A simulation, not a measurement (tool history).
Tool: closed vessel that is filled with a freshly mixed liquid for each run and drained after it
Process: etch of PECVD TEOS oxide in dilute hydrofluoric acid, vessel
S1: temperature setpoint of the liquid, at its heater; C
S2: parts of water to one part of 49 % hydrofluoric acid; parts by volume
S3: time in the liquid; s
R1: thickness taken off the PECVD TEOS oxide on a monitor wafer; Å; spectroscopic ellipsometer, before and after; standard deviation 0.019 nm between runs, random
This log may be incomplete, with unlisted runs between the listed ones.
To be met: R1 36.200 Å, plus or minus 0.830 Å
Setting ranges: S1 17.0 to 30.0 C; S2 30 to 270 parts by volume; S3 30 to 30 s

run    day    S1   S2  S3      R1
  1  0.000  22.0  150  30  26.532
  2  0.083  22.0   95  30  45.137
  3  0.383  22.0   95  30  45.316
  4  0.642  21.0   95  30  43.185
  5  0.975  20.5   95  30  42.644
  6  1.171  20.0   95  30  41.607
  7  1.271  19.5   95  30  40.662
  8  1.446  19.0   95  30  40.121
  9  1.642  18.5   95  30  38.901
 10  1.712  18.0   95  30  38.142
 11  1.908  17.5   95  30  37.678
 12  2.075  17.0  100  30  34.807

Which one of the following 5 next-run settings gets every result inside its allowed miss? There is exactly one.
  A  2.242  19.5  110  30   ?
  B  2.242  19.5  100  30   ?
  C  2.242  22.0  115  30   ?
  D  2.242  17.0   90  30   ?
  E  2.242  18.0  105  30   ?

move      R1
   A  34.678
   B  38.577
   C  36.457
   D  39.073
   E  34.354
A: misses by more than the last run did
B: moves the result that the last run missed by most past its target, out the other side
C: meets every target
D: moves the result that the last run missed by most past its target, out the other side
E: misses by more than the last run did
Move C is the one to make.

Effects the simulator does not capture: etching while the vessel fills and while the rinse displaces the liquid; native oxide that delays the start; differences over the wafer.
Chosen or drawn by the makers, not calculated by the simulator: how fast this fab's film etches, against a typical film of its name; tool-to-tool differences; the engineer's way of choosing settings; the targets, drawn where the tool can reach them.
